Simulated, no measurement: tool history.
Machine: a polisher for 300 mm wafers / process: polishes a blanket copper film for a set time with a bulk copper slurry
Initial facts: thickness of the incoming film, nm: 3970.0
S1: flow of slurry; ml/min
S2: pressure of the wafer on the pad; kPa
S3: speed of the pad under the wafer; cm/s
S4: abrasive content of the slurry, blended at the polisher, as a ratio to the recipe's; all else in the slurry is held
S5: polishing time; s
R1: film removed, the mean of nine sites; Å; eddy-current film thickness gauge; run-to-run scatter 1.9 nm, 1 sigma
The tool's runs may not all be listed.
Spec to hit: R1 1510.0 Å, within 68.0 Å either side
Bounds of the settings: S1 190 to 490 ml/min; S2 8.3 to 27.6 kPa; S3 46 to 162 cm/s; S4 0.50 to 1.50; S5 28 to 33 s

run  hour   S1    S2   S3    S4  S5      R1
  1   0.0  315  17.9  104  1.00  33  3041.0
  2   7.1  315  15.9  100  1.00  33  2629.8
  3  11.9  315  14.5   96  1.00  33  2296.9
  4  13.7  315  14.5   96  1.00  28  2019.9
  5  16.3  315  13.8   96  1.00  28  1872.4
  6  17.3  315  13.8   96  1.10  28  1918.0
  7  25.4  315  13.1   96  1.10  28  1842.8
  8  29.3  315  12.4   96  1.10  28  1700.9
  9  35.8  315  11.7   96  1.10  28  1656.3

Pick the move, out of 4, that brings all results within their allowed miss; only one does.
  A  42.3  295   9.0  134  1.15  32   ?
  B  42.3  325  12.4   76  1.20  28   ?
  C  42.3  300   9.0  130  0.85  31   ?
  D  42.3  320  11.7  116  1.10  28   ?

move      R1
   A  1853.2
   B  1510.0
   C  1646.3
   D  1870.2
A: further off than the last run
B: in spec on every target
C: moves toward the targets from the last run without getting all of them in spec
D: further off than the last run
The right move is B.

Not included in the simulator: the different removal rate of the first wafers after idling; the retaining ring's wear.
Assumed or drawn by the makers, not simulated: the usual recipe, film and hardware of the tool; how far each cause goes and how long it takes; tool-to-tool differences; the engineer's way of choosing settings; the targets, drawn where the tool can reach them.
